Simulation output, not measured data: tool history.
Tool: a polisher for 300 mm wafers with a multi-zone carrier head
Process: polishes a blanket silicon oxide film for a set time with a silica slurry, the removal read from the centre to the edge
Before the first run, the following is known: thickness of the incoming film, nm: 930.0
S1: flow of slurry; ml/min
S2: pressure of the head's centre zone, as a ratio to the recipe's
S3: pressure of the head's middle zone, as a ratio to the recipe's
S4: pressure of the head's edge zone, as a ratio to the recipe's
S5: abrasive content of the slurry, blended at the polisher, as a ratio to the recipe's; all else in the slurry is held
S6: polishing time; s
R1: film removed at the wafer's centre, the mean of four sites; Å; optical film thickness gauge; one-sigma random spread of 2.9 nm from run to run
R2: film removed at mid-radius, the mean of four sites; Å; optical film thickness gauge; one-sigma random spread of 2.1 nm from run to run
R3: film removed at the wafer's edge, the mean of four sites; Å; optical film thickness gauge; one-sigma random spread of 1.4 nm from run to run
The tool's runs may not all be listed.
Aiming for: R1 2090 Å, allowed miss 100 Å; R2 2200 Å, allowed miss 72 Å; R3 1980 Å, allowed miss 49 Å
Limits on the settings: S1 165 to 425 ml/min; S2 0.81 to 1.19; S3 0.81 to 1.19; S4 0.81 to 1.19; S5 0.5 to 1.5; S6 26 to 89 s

| run | hour | S1 | S2 | S3 | S4 | S5 | S6 | R1 | R2 | R3 |
|---|---|---|---|---|---|---|---|---|---|---|
| 1 | 0 | 275 | 1 | 1 | 1 | 1 | 57 | 1905.6 | 1917.6 | 1875.8 |
| 2 | 5.7 | 240 | 1 | 1 | 1 | 1 | 57 | 1898.3 | 1868.7 | 1827.9 |
| 3 | 9.5 | 255 | 1.01 | 1.01 | 1 | 1 | 57 | 1872.7 | 1890.4 | 1833.3 |
| 4 | 10.6 | 270 | 1.02 | 1.02 | 1 | 1 | 57 | 1929.5 | 1913.4 | 1869.2 |
| 5 | 15.4 | 325 | 1.02 | 1.02 | 1 | 1 | 57 | 1984.6 | 1978.8 | 1871.8 |
| 6 | 17.7 | 330 | 1.02 | 1.03 | 1.01 | 1 | 57 | 2050.5 | 1992.5 | 1884.2 |
| 7 | 22.3 | 335 | 1.01 | 1.04 | 1.02 | 1 | 57 | 1969 | 1995.9 | 1908.2 |
| 8 | 25 | 340 | 1.01 | 1.05 | 1.02 | 1 | 57 | 1945.5 | 1989.6 | 1895.7 |
| 9 | 32.4 | 345 | 1.01 | 1.06 | 1.02 | 1 | 57 | 1983 | 2023.6 | 1896.2 |
| 10 | 37.2 | 350 | 1.01 | 1.07 | 1.02 | 1 | 57 | 1983.8 | 2058.5 | 1922.2 |
| 11 | 41.6 | 355 | 1.01 | 1.08 | 1.02 | 1 | 57 | 1963.3 | 2097.6 | 1912.8 |
| 12 | 42.9 | 360 | 1.02 | 1.08 | 1.02 | 1 | 57 | 1984.5 | 2108.9 | 1899 |
| 13 | 51.3 | 365 | 1.02 | 1.08 | 1.03 | 1 | 57 | 2030.7 | 2076.2 | 1933.8 |

5 candidate next runs follow, results not yet known. Just one meets every target within its allowed miss. Identify it.
| A | 59.7 | 370 | 1.01 | 1.08 | 0.96 | 1.1 | 57 | ? | ? | ? |
| B | 59.7 | 325 | 0.96 | 1.11 | 1.15 | 0.95 | 58 | ? | ? | ? |
| C | 59.7 | 325 | 0.97 | 1.13 | 0.84 | 0.9 | 64 | ? | ? | ? |
| D | 59.7 | 390 | 1.02 | 1.09 | 1.13 | 1 | 55 | ? | ? | ? |
| E | 59.7 | 360 | 1.03 | 1.03 | 1.06 | 1.1 | 55 | ? | ? | ? |

| move | R1 | R2 | R3 |
|---|---|---|---|
| A | 2072.5 | 2216.8 | 1954.3 |
| B | 1820 | 2099.4 | 1981.1 |
| C | 1961 | 2273.7 | 1816.3 |
| D | 1923.1 | 2051.3 | 1942.8 |
| E | 2034.1 | 2049.5 | 1976.6 |
A: meets every target
B: further off than the last run
C: pushes the last run's worst result past its target
D: further off than the last run
E: further off than the last run
A meets every target.
